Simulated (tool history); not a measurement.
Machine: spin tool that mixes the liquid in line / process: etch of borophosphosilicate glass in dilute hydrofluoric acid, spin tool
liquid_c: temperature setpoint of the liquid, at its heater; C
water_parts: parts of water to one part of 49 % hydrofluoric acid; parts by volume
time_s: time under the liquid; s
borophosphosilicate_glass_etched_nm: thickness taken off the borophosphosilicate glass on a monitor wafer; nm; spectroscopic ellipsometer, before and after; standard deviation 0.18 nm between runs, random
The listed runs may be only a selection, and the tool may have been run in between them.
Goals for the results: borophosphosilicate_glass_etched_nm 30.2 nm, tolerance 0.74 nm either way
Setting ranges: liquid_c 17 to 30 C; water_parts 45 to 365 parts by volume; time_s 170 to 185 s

run,hour,liquid_c,water_parts,time_s,borophosphosilicate_glass_etched_nm
1,0,22,205,170,35.567
2,7.5,22,140,170,56.128
3,10.1,22,140,185,61.295
4,14.1,20.5,165,185,47.533
5,15.5,20.5,140,185,57.756
6,16.5,20.5,165,185,47.209
# hour 22.9: hydrofluoric acid flow meter replaced
7,22.9,19.5,175,185,48.066
8,29,21,255,185,32.833
9,34.9,20.5,255,185,32.015

Exactly one of the 5 candidate moves below puts every result within its allowed miss. Which one?
A,40.8,19.5,255,170,?
B,40.8,17.5,230,170,?
C,40.8,22.5,260,185,?
D,40.8,21.5,285,180,?
E,40.8,23,295,180,?

move,borophosphosilicate_glass_etched_nm
A,28.574
B,30.016
C,33.91
D,28.344
E,28.618
A: takes the biggest miss from the last run beyond its target
B: all results land within tolerance of their targets
C: misses by more than the last run did
D: takes the biggest miss from the last run beyond its target
E: takes the biggest miss from the last run beyond its target
The move that meets every target is B.
